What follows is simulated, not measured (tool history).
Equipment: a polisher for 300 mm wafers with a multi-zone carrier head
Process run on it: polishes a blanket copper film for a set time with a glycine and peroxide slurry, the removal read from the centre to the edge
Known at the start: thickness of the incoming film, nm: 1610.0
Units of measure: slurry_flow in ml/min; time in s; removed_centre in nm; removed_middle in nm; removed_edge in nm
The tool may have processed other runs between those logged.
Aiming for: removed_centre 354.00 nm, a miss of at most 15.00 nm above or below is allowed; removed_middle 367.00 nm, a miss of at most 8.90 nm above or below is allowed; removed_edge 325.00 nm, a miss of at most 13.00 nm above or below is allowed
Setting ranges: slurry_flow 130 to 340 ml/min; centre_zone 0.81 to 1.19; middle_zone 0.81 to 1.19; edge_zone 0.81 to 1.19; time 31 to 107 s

| run | hour | slurry_flow | centre_zone | middle_zone | edge_zone | time | removed_centre | removed_middle | removed_edge |
|---|---|---|---|---|---|---|---|---|---|
| 1 | 0.0 | 220 | 1.00 | 1.00 | 1.00 | 69 | 315.37 | 325.91 | 327.34 |
| 2 | 7.9 | 230 | 1.01 | 1.01 | 0.99 | 69 | 321.13 | 329.06 | 323.84 |
| 3 | 12.4 | 235 | 1.02 | 1.02 | 0.99 | 69 | 325.52 | 335.41 | 317.96 |
| 4 | 15.9 | 235 | 1.02 | 1.02 | 0.93 | 69 | 331.44 | 335.76 | 310.96 |
| 5 | 18.8 | 235 | 1.02 | 1.09 | 0.93 | 69 | 328.06 | 351.52 | 315.86 |
| 6 | 23.6 | 240 | 1.03 | 1.09 | 0.93 | 69 | 330.12 | 356.20 | 313.79 |
| 7 | 29.8 | 240 | 1.04 | 1.09 | 0.94 | 69 | 326.82 | 354.77 | 315.84 |
| 8 | 37.7 | 245 | 1.05 | 1.09 | 0.94 | 69 | 341.18 | 353.69 | 325.08 |
| 9 | 45.7 | 250 | 1.05 | 1.09 | 0.93 | 69 | 344.63 | 355.68 | 324.45 |

Of the 5 settings listed for the next run, only one would bring every result within its allowed miss of target. Which one?
| A | 53.7 | 270 | 1.07 | 1.07 | 0.96 | 67 | ? | ? | ? |
| B | 53.7 | 225 | 1.07 | 1.09 | 0.95 | 69 | ? | ? | ? |
| C | 53.7 | 245 | 1.02 | 1.05 | 0.85 | 74 | ? | ? | ? |
| D | 53.7 | 300 | 0.99 | 1.04 | 0.95 | 69 | ? | ? | ? |
| E | 53.7 | 320 | 1.09 | 1.06 | 1.02 | 67 | ? | ? | ? |

| move | removed_centre | removed_middle | removed_edge |
|---|---|---|---|
| A | 335.02 | 345.66 | 317.12 |
| B | 337.58 | 354.57 | 320.32 |
| C | 350.57 | 372.01 | 331.65 |
| D | 325.58 | 351.16 | 327.88 |
| E | 346.65 | 348.38 | 329.10 |
A: lands further from the targets than the last run did
B: lands further from the targets than the last run did
C: all results in spec
D: lands further from the targets than the last run did
E: lands further from the targets than the last run did
C meets every target.

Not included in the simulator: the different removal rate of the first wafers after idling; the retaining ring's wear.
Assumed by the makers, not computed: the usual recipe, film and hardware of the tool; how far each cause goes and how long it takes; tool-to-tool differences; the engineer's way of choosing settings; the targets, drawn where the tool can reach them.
